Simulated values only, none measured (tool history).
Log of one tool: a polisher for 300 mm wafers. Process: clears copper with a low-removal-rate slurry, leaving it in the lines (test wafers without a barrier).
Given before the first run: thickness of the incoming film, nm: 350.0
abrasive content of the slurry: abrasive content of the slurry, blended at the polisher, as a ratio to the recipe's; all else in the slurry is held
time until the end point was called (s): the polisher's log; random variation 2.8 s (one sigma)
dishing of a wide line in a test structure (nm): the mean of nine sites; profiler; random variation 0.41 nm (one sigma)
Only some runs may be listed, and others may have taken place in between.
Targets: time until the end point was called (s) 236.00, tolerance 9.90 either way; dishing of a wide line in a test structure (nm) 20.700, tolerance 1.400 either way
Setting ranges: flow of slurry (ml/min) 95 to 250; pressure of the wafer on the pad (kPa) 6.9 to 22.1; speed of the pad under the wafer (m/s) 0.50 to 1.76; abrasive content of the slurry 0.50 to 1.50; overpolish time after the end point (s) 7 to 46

run,hour,flow of slurry (ml/min),pressure of the wafer on the pad (kPa),speed of the pad under the wafer (m/s),abrasive content of the slurry,overpolish time after the end point (s),time until the end point was called (s),dishing of a wide line in a test structure (nm)
1,0.0,160,14.5,1.12,1.00,24,143.56,43.377
2,8.3,160,13.1,1.12,1.00,23,162.18,39.043
3,13.8,160,13.1,1.12,0.90,23,160.53,37.969
4,16.3,160,12.4,1.12,0.90,22,168.82,34.411
5,18.1,160,12.4,1.12,0.70,22,176.57,33.551
6,24.4,125,12.4,1.12,0.70,22,185.87,31.844
7,25.7,125,12.4,1.12,0.70,22,184.40,32.415
8,26.6,125,12.4,1.12,0.70,22,188.59,32.340
9,30.9,125,11.7,1.12,0.70,21,196.88,29.633
10,33.6,125,11.0,1.12,0.70,20,210.12,25.992
11,34.4,120,10.3,1.12,0.70,18,224.40,23.060
# hour 37.0: slurry blender recalibrated
12,37.0,120,9.7,1.12,0.70,16,223.48,20.880
13,45.1,110,9.7,1.12,0.70,17,226.09,21.013
14,50.0,110,9.7,1.12,0.70,18,228.18,23.128
15,55.4,110,9.7,1.12,0.70,17,222.39,21.211

Exactly one of the 4 candidate moves below puts every result within its allowed miss. Which one?
A,60.8,105,9.7,1.14,0.60,20,?,?
B,60.8,100,9.0,1.20,0.65,20,?,?
C,60.8,110,11.0,0.98,0.60,17,?,?
D,60.8,130,7.6,1.16,0.65,23,?,?

move,time until the end point was called (s),dishing of a wide line in a test structure (nm)
A,228.45,24.526
B,228.59,24.437
C,234.93,20.742
D,251.95,25.189
A: meets the target for the result that was furthest off, but another lies outside its allowed miss
B: meets the target for the result that was furthest off, but another lies outside its allowed miss
C: meets every target
D: pushes the last run's worst result past its target
Answer: C

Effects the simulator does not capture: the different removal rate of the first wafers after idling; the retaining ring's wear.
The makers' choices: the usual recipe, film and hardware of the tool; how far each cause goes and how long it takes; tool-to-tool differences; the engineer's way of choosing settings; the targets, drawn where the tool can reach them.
